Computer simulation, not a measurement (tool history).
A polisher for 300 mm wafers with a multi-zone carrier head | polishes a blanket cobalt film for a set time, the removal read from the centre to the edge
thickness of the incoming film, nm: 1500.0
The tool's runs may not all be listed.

run	hour	flow of slurry (ml/min)	pressure of the head's centre zone	pressure of the head's middle zone	pressure of the head's edge zone	polishing time (s)	film removed at the wafer's centre (Å)	film removed at mid-radius (Å)	film removed at the wafer's edge (Å)
1	0.0	155	1.00	1.00	1.00	77	3842.3	3716.2	3853.0
2	7.9	150	1.00	0.98	0.99	74	3672.2	3569.8	3617.7
3	14.3	150	1.00	0.92	0.99	74	3599.9	3340.8	3690.4
4	16.1	150	1.00	0.91	0.98	71	3471.7	3208.9	3433.0
5	23.7	150	0.92	0.91	0.98	71	3191.8	3148.2	3560.5
6	27.3	150	0.92	0.88	0.98	71	3270.5	3077.5	3549.3

Forecast run 7:
7	34.0	145	0.93	0.87	0.98	69	?	?	?

film removed at the wafer's centre (Å): 3177.5
film removed at mid-radius (Å): 3027.4
film removed at the wafer's edge (Å): 3383.3
